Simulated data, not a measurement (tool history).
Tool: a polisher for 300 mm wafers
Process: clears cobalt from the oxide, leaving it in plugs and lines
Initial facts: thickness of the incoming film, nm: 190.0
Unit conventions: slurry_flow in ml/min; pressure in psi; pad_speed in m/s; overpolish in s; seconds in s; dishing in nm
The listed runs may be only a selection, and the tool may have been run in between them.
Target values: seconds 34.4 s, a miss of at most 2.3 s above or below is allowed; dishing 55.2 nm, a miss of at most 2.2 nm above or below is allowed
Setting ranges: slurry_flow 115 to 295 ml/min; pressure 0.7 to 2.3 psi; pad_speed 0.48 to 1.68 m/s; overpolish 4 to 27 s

run,hour,slurry_flow,pressure,pad_speed,overpolish,seconds,dishing
1,0,190,1.5,1.08,14,41.817,40.162
2,8.5,190,1.5,1.08,8,41.444,26.868
3,11.1,190,1.5,1.08,13,42.024,37.6
4,11.8,190,1.7,1.08,13,36.742,39.839
5,18.7,190,1.7,1.1,14,35.026,42.914
6,21.4,190,1.8,1.1,14,34.672,44.737
7,26.3,190,1.8,1.1,15,34.092,46.808
8,31.2,190,1.8,1.1,16,33.411,47.612
# hour 39.6: head pressure recalibrated
9,39.6,190,1.8,1.1,17,30.28,50.75
10,46.8,190,1.7,1.1,18,33.497,51.979
11,51.7,190,1.7,1.1,18,32.616,51.956

4 candidate next runs follow, results not yet known. Just one meets every target within its allowed miss. Identify it.
A,56.6,200,1.7,1.02,22,?,?
B,56.6,175,1.6,1.1,15,?,?
C,56.6,190,1.7,0.94,19,?,?
D,56.6,215,1.5,1.1,18,?,?

move,seconds,dishing
A,34.505,54.578
B,34.847,45.879
C,37.483,49.724
D,35.975,49.417
A: in spec on every target
B: moves away from the targets compared with the last run
C: moves away from the targets compared with the last run
D: moves away from the targets compared with the last run
The move that meets every target is A.
